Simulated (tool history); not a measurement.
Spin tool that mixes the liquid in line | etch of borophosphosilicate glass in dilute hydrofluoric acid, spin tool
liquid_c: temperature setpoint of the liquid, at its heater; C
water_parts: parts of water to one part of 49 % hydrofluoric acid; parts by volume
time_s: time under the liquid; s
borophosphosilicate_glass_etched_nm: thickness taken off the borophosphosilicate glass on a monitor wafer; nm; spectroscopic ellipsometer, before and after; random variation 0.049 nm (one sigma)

run	hour	liquid_c	water_parts	time_s	borophosphosilicate_glass_etched_nm
1	0.0	23.0	260	145	21.243
2	0.7	21.0	280	145	17.934
3	9.0	21.0	280	155	19.264
4	16.4	19.5	295	155	17.078
5	23.9	18.5	305	155	15.698
6	28.5	21.5	305	155	17.566
7	34.7	20.0	315	155	16.069
8	36.4	20.0	315	155	15.969
9	38.8	19.0	320	155	15.182
10	41.7	18.5	325	155	14.511
11	43.5	18.0	330	155	14.049

The next listed run, before its measurement:
12	48.8	18.0	330	155	?

borophosphosilicate_glass_etched_nm: 14.013 nm
